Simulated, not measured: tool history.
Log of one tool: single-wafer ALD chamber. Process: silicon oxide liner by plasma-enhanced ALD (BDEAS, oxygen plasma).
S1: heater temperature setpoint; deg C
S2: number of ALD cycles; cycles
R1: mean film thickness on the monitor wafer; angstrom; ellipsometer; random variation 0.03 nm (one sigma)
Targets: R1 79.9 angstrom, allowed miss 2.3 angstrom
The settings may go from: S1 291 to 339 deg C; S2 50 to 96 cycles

run 1 hour=0 | S1=315 S2=73 | R1=68.703
run 2 hour=8.3 | S1=315 S2=76 | R1=71.677
run 3 hour=9.7 | S1=310 S2=76 | R1=72.2
run 4 hour=12.1 | S1=310 S2=78 | R1=73.964
run 5 hour=18.8 | S1=310 S2=70 | R1=66.356
run 6 hour=24.4 | S1=310 S2=63 | R1=59.983
run 7 hour=32.6 | S1=310 S2=68 | R1=64.977
run 8 hour=34.2 | S1=309 S2=72 | R1=68.332
run 9 hour=43 | S1=309 S2=75 | R1=70.918
run 10 hour=46.9 | S1=309 S2=77 | R1=73.198
run 11 hour=55.9 | S1=309 S2=79 | R1=74.812

4 next moves are on the table. One of them brings every result within its allowed miss. Which?
run A hour=64.9 | S1=295 S2=70 | R1=?
run B hour=64.9 | S1=313 S2=79 | R1=?
run C hour=64.9 | S1=300 S2=74 | R1=?
run D hour=64.9 | S1=312 S2=84 | R1=?

move=A R1=68.577
move=B R1=74.749
move=C R1=71.283
move=D R1=79.591
A: further off than the last run
B: as far off as the last run
C: further off than the last run
D: meets every target
Answer: D

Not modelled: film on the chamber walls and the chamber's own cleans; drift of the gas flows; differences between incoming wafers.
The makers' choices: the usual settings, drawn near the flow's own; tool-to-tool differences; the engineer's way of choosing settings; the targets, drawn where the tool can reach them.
